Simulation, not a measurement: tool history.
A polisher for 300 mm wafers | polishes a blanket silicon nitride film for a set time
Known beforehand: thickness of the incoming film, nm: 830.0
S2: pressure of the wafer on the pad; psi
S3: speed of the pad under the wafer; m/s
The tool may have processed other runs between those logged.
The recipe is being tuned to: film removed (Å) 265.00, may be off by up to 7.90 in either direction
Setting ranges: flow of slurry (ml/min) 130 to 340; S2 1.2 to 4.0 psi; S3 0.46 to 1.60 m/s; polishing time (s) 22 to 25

Run 1, hour 0.0: flow of slurry (ml/min) 220, S2 2.6 psi, S3 1.02 m/s, polishing time (s) 25. Result: film removed (Å) 381.79.
Run 2, hour 3.7: flow of slurry (ml/min) 180, S2 2.6 psi, S3 1.02 m/s, polishing time (s) 25. Result: film removed (Å) 372.09.
Run 3, hour 10.5: flow of slurry (ml/min) 180, S2 2.6 psi, S3 0.88 m/s, polishing time (s) 25. Result: film removed (Å) 349.09.
Run 4, hour 16.0: flow of slurry (ml/min) 180, S2 2.6 psi, S3 1.10 m/s, polishing time (s) 25. Result: film removed (Å) 390.52.
Run 5, hour 20.1: flow of slurry (ml/min) 180, S2 2.4 psi, S3 1.10 m/s, polishing time (s) 25. Result: film removed (Å) 358.74.
Run 6, hour 23.0: flow of slurry (ml/min) 180, S2 2.2 psi, S3 1.10 m/s, polishing time (s) 25. Result: film removed (Å) 329.01.
Run 7, hour 26.6: flow of slurry (ml/min) 180, S2 2.1 psi, S3 1.10 m/s, polishing time (s) 25. Result: film removed (Å) 315.07.
Run 8, hour 27.4: flow of slurry (ml/min) 180, S2 2.0 psi, S3 1.10 m/s, polishing time (s) 25. Result: film removed (Å) 301.74.
Run 9, hour 28.6: flow of slurry (ml/min) 180, S2 1.9 psi, S3 1.10 m/s, polishing time (s) 25. Result: film removed (Å) 285.98.

Below are 4 possible settings for the next run. Only one of them brings all results inside the allowed miss of their targets. Which is it?
Run A, hour 29.8: flow of slurry (ml/min) 190, S2 1.6 psi, S3 1.04 m/s, polishing time (s) 25. Result: film removed (Å) ?.
Run B, hour 29.8: flow of slurry (ml/min) 165, S2 2.6 psi, S3 0.92 m/s, polishing time (s) 23. Result: film removed (Å) ?.
Run C, hour 29.8: flow of slurry (ml/min) 185, S2 2.0 psi, S3 1.12 m/s, polishing time (s) 22. Result: film removed (Å) ?.
Run D, hour 29.8: flow of slurry (ml/min) 155, S2 1.8 psi, S3 1.44 m/s, polishing time (s) 25. Result: film removed (Å) ?.

move  film removed (Å)
   A            238.39
   B            322.17
   C            268.25
   D            304.43
A: takes the biggest miss from the last run beyond its target
B: the biggest miss grows against the last run
C: in spec on every target
D: the biggest miss grows against the last run
C is the move that brings every result within its allowed miss.

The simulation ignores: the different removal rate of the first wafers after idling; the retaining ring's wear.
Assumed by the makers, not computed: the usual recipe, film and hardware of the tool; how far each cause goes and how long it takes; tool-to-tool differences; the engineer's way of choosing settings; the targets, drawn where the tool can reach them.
